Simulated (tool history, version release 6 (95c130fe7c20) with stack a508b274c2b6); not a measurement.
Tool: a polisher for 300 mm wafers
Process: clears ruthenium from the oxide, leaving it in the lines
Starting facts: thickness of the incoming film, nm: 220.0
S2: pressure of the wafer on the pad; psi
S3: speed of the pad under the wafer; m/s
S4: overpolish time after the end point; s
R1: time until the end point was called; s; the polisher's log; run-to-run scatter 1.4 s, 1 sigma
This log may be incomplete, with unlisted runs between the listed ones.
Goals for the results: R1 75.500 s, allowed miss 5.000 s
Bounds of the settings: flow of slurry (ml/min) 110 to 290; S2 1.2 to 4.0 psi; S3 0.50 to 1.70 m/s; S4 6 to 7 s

Run 1, hour 0.0: flow of slurry (ml/min) 185, S2 2.6 psi, S3 1.10 m/s, S4 7 s. Result: R1 117.490 s.
Run 2, hour 1.7: flow of slurry (ml/min) 185, S2 2.2 psi, S3 1.10 m/s, S4 7 s. Result: R1 136.170 s.
Run 3, hour 7.6: flow of slurry (ml/min) 220, S2 2.2 psi, S3 1.10 m/s, S4 7 s. Result: R1 136.210 s.
Run 4, hour 11.4: flow of slurry (ml/min) 220, S2 2.2 psi, S3 1.10 m/s, S4 6 s. Result: R1 135.890 s.
Run 5, hour 16.7: flow of slurry (ml/min) 220, S2 2.6 psi, S3 1.12 m/s, S4 6 s. Result: R1 114.700 s.
Run 6, hour 17.8: flow of slurry (ml/min) 220, S2 2.6 psi, S3 1.12 m/s, S4 7 s. Result: R1 112.890 s.
Run 7, hour 19.8: flow of slurry (ml/min) 220, S2 2.6 psi, S3 1.12 m/s, S4 7 s. Result: R1 115.380 s.
Run 8, hour 25.7: flow of slurry (ml/min) 220, S2 2.9 psi, S3 1.14 m/s, S4 7 s. Result: R1 100.330 s.
Run 9, hour 27.8: flow of slurry (ml/min) 220, S2 3.1 psi, S3 1.16 m/s, S4 7 s. Result: R1 92.313 s.
Run 10, hour 32.0: flow of slurry (ml/min) 220, S2 3.2 psi, S3 1.18 m/s, S4 7 s. Result: R1 88.809 s.
Run 11, hour 37.0: flow of slurry (ml/min) 220, S2 3.3 psi, S3 1.20 m/s, S4 7 s. Result: R1 84.960 s.
Run 12, hour 40.1: flow of slurry (ml/min) 220, S2 3.4 psi, S3 1.20 m/s, S4 7 s. Result: R1 83.154 s.

Which single option among these 5 for the next run brings every result within its allowed miss of target? Just one does.
Run A, hour 43.2: flow of slurry (ml/min) 220, S2 3.1 psi, S3 1.06 m/s, S4 7 s. Result: R1 ?.
Run B, hour 43.2: flow of slurry (ml/min) 265, S2 3.1 psi, S3 1.12 m/s, S4 6 s. Result: R1 ?.
Run C, hour 43.2: flow of slurry (ml/min) 165, S2 3.4 psi, S3 1.36 m/s, S4 6 s. Result: R1 ?.
Run D, hour 43.2: flow of slurry (ml/min) 225, S2 3.1 psi, S3 1.26 m/s, S4 6 s. Result: R1 ?.
Run E, hour 43.2: flow of slurry (ml/min) 215, S2 3.3 psi, S3 1.14 m/s, S4 6 s. Result: R1 ?.

move       R1
   A  102.980
   B   95.837
   C   76.347
   D   86.855
   E   90.502
A: its largest miss is bigger than the last run's
B: its largest miss is bigger than the last run's
C: each result inside its tolerance
D: its largest miss is bigger than the last run's
E: its largest miss is bigger than the last run's
So the answer is move C, the one that meets all the targets.
